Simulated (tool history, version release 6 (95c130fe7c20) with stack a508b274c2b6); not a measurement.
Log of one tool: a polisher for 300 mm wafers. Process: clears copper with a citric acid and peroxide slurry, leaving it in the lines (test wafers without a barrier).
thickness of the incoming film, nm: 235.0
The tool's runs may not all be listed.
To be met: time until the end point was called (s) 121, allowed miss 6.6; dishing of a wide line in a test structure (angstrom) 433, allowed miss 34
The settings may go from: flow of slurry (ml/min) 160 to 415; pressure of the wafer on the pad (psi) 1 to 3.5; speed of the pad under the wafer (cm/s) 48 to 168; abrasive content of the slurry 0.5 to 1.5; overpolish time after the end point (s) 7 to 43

run	hour	flow of slurry (ml/min)	pressure of the wafer on the pad (psi)	speed of the pad under the wafer (cm/s)	abrasive content of the slurry	overpolish time after the end point (s)	time until the end point was called (s)	dishing of a wide line in a test structure (angstrom)
1	0	265	2.2	108	1	22	145.4	268.79
2	6.3	265	2.3	108	1	24	141.08	294.04
3	13.8	265	2.3	108	0.85	24	141.74	278.33
4	20.7	270	2.4	108	0.9	26	134.2	322.53
5	28.7	270	2.6	108	0.9	26	126.84	348.6
6	31.5	270	2.6	108	0.9	27	129.87	364.22
7	34.7	270	2.7	108	0.9	28	120.29	383.75
8	40.8	270	2.7	108	0.9	29	122.42	389.16

Which of these 5 next moves meets every target?
A	46.9	305	2.9	100	0.95	31	?	?
B	46.9	385	3.1	88	1	26	?	?
C	46.9	295	3.1	94	0.85	25	?	?
D	46.9	265	2.8	98	0.95	24	?	?
E	46.9	345	2.6	106	0.95	28	?	?

move	time until the end point was called (s)	dishing of a wide line in a test structure (angstrom)
A	118.78	417.19
B	121.35	352.47
C	121.05	341.1
D	126.56	314.69
E	124.23	365.19
A: meets every target
B: further off than the last run
C: further off than the last run
D: further off than the last run
E: further off than the last run
Move A is the one to make.
